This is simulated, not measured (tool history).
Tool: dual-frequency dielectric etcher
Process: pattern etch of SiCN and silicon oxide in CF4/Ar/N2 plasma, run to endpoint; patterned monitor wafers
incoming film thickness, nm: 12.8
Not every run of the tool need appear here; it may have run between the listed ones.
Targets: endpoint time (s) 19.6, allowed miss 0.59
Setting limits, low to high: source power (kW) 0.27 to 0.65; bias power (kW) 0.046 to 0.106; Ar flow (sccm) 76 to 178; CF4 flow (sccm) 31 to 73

Run 1, day 0: source power (kW) 0.46, bias power (kW) 0.076, Ar flow (sccm) 127, CF4 flow (sccm) 52. Result: endpoint time (s) 16.26.
Run 2, day 0.075: source power (kW) 0.46, bias power (kW) 0.088, Ar flow (sccm) 127, CF4 flow (sccm) 52. Result: endpoint time (s) 15.43.
Run 3, day 0.296: source power (kW) 0.42, bias power (kW) 0.087, Ar flow (sccm) 128, CF4 flow (sccm) 52. Result: endpoint time (s) 17.029.
Run 4, day 0.538: source power (kW) 0.42, bias power (kW) 0.087, Ar flow (sccm) 147, CF4 flow (sccm) 52. Result: endpoint time (s) 17.331.
Run 5, day 0.779: source power (kW) 0.4, bias power (kW) 0.087, Ar flow (sccm) 147, CF4 flow (sccm) 52. Result: endpoint time (s) 18.031.
Run 6, day 1.062: source power (kW) 0.4, bias power (kW) 0.087, Ar flow (sccm) 129, CF4 flow (sccm) 52. Result: endpoint time (s) 17.864.
Run 7, day 1.154: source power (kW) 0.39, bias power (kW) 0.087, Ar flow (sccm) 129, CF4 flow (sccm) 52. Result: endpoint time (s) 18.621.
Run 8, day 1.3: source power (kW) 0.36, bias power (kW) 0.086, Ar flow (sccm) 129, CF4 flow (sccm) 52. Result: endpoint time (s) 20.061.

Next run, 4 choices. One meets every target within its allowed miss, the rest don't. Which?
Run A, day 1.446: source power (kW) 0.36, bias power (kW) 0.081, Ar flow (sccm) 137, CF4 flow (sccm) 44. Result: endpoint time (s) ?.
Run B, day 1.446: source power (kW) 0.36, bias power (kW) 0.084, Ar flow (sccm) 115, CF4 flow (sccm) 57. Result: endpoint time (s) ?.
Run C, day 1.446: source power (kW) 0.35, bias power (kW) 0.086, Ar flow (sccm) 123, CF4 flow (sccm) 53. Result: endpoint time (s) ?.
Run D, day 1.446: source power (kW) 0.33, bias power (kW) 0.088, Ar flow (sccm) 130, CF4 flow (sccm) 64. Result: endpoint time (s) ?.

move  endpoint time (s)
   A             21.783
   B             19.878
   C             20.801
   D             21.506
A: lands further from the targets than the last run did
B: every result within its allowed miss
C: lands further from the targets than the last run did
D: lands further from the targets than the last run did
B is the move that brings every result within its allowed miss.

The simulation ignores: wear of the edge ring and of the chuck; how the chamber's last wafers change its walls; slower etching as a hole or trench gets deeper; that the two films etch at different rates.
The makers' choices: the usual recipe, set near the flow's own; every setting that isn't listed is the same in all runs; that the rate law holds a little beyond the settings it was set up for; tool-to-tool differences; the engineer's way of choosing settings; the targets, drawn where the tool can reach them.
